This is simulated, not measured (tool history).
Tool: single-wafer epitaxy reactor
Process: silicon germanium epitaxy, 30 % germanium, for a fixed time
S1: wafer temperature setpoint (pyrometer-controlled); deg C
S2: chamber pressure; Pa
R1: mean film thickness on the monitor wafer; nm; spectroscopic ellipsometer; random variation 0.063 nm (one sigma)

run    day   S1    S2      R1
  1  0.000  575  3600  40.602
  2  0.167  583  3600  46.625
  3  0.450  583  3360  45.114
  4  0.762  577  3360  40.680
  5  0.883  577  3600  42.008
  6  1.112  571  3560  37.757
  7  1.250  567  3533  34.989

Forecast run 8:
  8  1.471  564  3520   ?

{"run 8": {"R1": 33.374}}
